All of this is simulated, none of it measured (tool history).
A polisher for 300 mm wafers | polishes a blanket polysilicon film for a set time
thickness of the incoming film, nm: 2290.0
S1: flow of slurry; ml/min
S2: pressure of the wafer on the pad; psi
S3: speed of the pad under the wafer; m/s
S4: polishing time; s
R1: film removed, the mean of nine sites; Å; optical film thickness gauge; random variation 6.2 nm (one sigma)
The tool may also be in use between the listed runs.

run 1 day=0.000 | S1=290 S2=1.9 S3=0.78 S4=78 | R1=3297.6
run 2 day=0.054 | S1=290 S2=1.9 S3=0.78 S4=78 | R1=3333.3
run 3 day=0.296 | S1=290 S2=2.1 S3=0.78 S4=78 | R1=3593.7
run 4 day=0.492 | S1=290 S2=2.1 S3=0.78 S4=82 | R1=3823.4
run 5 day=0.867 | S1=290 S2=2.1 S3=0.78 S4=78 | R1=3707.1
run 6 day=0.988 | S1=290 S2=2.4 S3=0.78 S4=78 | R1=4062.8
run 7 day=1.246 | S1=290 S2=2.6 S3=0.78 S4=78 | R1=4401.7

Forecast run 8:
run 8 day=1.300 | S1=290 S2=2.7 S3=0.78 S4=78 | R1=?

Run 8 gave R1 4602.8 Å.
